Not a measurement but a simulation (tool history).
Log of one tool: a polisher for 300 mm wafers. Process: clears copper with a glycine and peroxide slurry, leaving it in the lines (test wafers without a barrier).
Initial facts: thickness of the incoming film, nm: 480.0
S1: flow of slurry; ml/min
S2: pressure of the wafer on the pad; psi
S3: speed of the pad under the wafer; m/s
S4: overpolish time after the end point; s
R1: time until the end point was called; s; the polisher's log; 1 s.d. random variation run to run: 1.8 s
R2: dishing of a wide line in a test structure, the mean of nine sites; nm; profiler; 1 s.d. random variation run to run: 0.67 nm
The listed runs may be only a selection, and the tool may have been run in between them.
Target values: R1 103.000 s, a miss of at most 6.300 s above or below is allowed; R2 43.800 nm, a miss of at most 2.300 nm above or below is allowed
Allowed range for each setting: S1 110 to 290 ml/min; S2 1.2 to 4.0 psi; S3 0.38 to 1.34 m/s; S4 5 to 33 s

{"run": 1, "hour": 0.0, "S1": 185, "S2": 2.6, "S3": 0.86, "S4": 17, "R1": 101.66, "R2": 62.462}
{"run": 2, "hour": 6.6, "S1": 185, "S2": 2.6, "S3": 0.98, "S4": 17, "R1": 91.022, "R2": 66.487}
{"run": 3, "hour": 7.5, "S1": 225, "S2": 2.6, "S3": 0.98, "S4": 17, "R1": 87.445, "R2": 67.272}
{"run": 4, "hour": 9.9, "S1": 225, "S2": 2.6, "S3": 0.98, "S4": 20, "R1": 89.518, "R2": 76.958}
{"run": 5, "hour": 14.5, "S1": 225, "S2": 2.6, "S3": 0.98, "S4": 25, "R1": 88.938, "R2": 90.766}
{"run": 6, "hour": 23.4, "S1": 225, "S2": 2.0, "S3": 0.98, "S4": 25, "R1": 104.23, "R2": 76.573}
{"run": 7, "hour": 24.3, "S1": 225, "S2": 2.0, "S3": 0.98, "S4": 24, "R1": 105.97, "R2": 76.477}
{"run": 8, "hour": 27.2, "S1": 225, "S2": 2.0, "S3": 0.98, "S4": 22, "R1": 106.5, "R2": 70.78}
{"run": 9, "hour": 32.7, "S1": 225, "S2": 2.0, "S3": 0.98, "S4": 20, "R1": 104.39, "R2": 65.043}
{"run": 10, "hour": 35.6, "S1": 225, "S2": 2.0, "S3": 0.98, "S4": 19, "R1": 105.14, "R2": 61.504}
{"run": 11, "hour": 39.3, "S1": 225, "S2": 2.0, "S3": 0.98, "S4": 18, "R1": 102.79, "R2": 58.464}
{"run": 12, "hour": 41.3, "S1": 225, "S2": 2.0, "S3": 0.98, "S4": 18, "R1": 107.09, "R2": 58.861}
{"run": 13, "hour": 47.3, "S1": 225, "S2": 2.0, "S3": 0.98, "S4": 18, "R1": 106.2, "R2": 60.413}
{"run": 14, "hour": 54.7, "S1": 225, "S2": 2.0, "S3": 0.98, "S4": 18, "R1": 105.91, "R2": 58.927}
{"run": 15, "hour": 56.2, "S1": 225, "S2": 2.0, "S3": 0.98, "S4": 17, "R1": 106.35, "R2": 55.069}
{"run": 16, "hour": 63.2, "S1": 225, "S2": 2.0, "S3": 0.98, "S4": 16, "R1": 106.77, "R2": 55.248}
{"run": 17, "hour": 71.3, "S1": 225, "S2": 2.0, "S3": 0.98, "S4": 15, "R1": 103.74, "R2": 51.164}

4 next moves are on the table. One of them brings every result within its allowed miss. Which?
{"run": "A", "hour": 79.4, "S1": 200, "S2": 2.4, "S3": 0.88, "S4": 12, "R1": "?", "R2": "?"}
{"run": "B", "hour": 79.4, "S1": 140, "S2": 2.7, "S3": 0.86, "S4": 19, "R1": "?", "R2": "?"}
{"run": "C", "hour": 79.4, "S1": 240, "S2": 2.0, "S3": 1.02, "S4": 17, "R1": "?", "R2": "?"}
{"run": "D", "hour": 79.4, "S1": 195, "S2": 2.4, "S3": 0.98, "S4": 10, "R1": "?", "R2": "?"}

move=A R1=104.940 R2=43.459
move=B R1=103.110 R2=65.866
move=C R1=104.210 R2=58.505
move=D R1=96.672 R2=39.646
A: all results land within tolerance of their targets
B: lands further from the targets than the last run did
C: lands further from the targets than the last run did
D: takes the result that was furthest off past its target
So the answer is move A, the one that meets all the targets.
